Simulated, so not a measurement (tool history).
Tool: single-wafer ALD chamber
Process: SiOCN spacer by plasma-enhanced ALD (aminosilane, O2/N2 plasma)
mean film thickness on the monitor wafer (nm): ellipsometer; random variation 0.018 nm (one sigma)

run,hour,heater temperature setpoint (deg C),number of ALD cycles (cycles),mean film thickness on the monitor wafer (nm)
1,0,420,72,4.3691
2,0.9,410,72,4.5645
3,7.8,416,72,4.4647
4,15.8,420,69,4.2269
5,23.6,424,67,4.058
6,27.1,427,65,3.9152
7,34.9,429,64,3.8282
8,35.8,431,63,3.7485
9,40.7,433,62,3.7041

The next listed run, before its measurement:
10,47.7,434,61,?

Run 10 gave mean film thickness on the monitor wafer (nm) 3.5854.
